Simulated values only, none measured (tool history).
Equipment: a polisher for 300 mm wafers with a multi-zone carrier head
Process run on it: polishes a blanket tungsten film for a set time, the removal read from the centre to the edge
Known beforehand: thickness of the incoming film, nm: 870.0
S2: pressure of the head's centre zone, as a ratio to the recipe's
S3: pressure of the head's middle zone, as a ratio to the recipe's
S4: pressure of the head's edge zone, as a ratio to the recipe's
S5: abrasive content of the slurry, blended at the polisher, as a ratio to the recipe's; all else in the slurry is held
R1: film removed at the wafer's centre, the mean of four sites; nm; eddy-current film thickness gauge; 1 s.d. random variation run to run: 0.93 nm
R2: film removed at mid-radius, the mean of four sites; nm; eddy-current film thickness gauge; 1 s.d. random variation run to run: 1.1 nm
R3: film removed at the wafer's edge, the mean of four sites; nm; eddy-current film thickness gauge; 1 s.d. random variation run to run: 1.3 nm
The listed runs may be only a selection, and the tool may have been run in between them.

{"run": 1, "hour": 0.0, "flow of slurry (ml/min)": 240, "S2": 1.0, "S3": 1.0, "S4": 1.0, "S5": 1.0, "polishing time (s)": 36, "R1": 206.08, "R2": 207.94, "R3": 209.06}
{"run": 2, "hour": 4.6, "flow of slurry (ml/min)": 245, "S2": 1.01, "S3": 1.0, "S4": 0.96, "S5": 0.9, "polishing time (s)": 32, "R1": 182.42, "R2": 181.49, "R3": 178.99}
{"run": 3, "hour": 12.9, "flow of slurry (ml/min)": 250, "S2": 1.02, "S3": 1.0, "S4": 0.93, "S5": 0.8, "polishing time (s)": 29, "R1": 162.3, "R2": 158.61, "R3": 154.06}
{"run": 4, "hour": 15.1, "flow of slurry (ml/min)": 250, "S2": 1.02, "S3": 1.0, "S4": 0.99, "S5": 0.8, "polishing time (s)": 29, "R1": 159.98, "R2": 160.61, "R3": 159.86}
{"run": 5, "hour": 18.0, "flow of slurry (ml/min)": 250, "S2": 1.03, "S3": 1.0, "S4": 0.95, "S5": 0.7, "polishing time (s)": 28, "R1": 148.43, "R2": 147.71, "R3": 144.86}
{"run": 6, "hour": 25.2, "flow of slurry (ml/min)": 245, "S2": 1.04, "S3": 1.0, "S4": 0.92, "S5": 0.65, "polishing time (s)": 27, "R1": 142.34, "R2": 137.75, "R3": 135.23}
{"run": 7, "hour": 28.8, "flow of slurry (ml/min)": 235, "S2": 1.05, "S3": 1.01, "S4": 0.89, "S5": 0.6, "polishing time (s)": 27, "R1": 138.57, "R2": 135.86, "R3": 127.7}

Forecast run 8:
{"run": 8, "hour": 29.3, "flow of slurry (ml/min)": 170, "S2": 1.07, "S3": 0.97, "S4": 0.81, "S5": 0.55, "polishing time (s)": 27, "R1": "?", "R2": "?", "R3": "?"}

{"run 8": {"R1": 128.5, "R2": 121.12, "R3": 116.09}}

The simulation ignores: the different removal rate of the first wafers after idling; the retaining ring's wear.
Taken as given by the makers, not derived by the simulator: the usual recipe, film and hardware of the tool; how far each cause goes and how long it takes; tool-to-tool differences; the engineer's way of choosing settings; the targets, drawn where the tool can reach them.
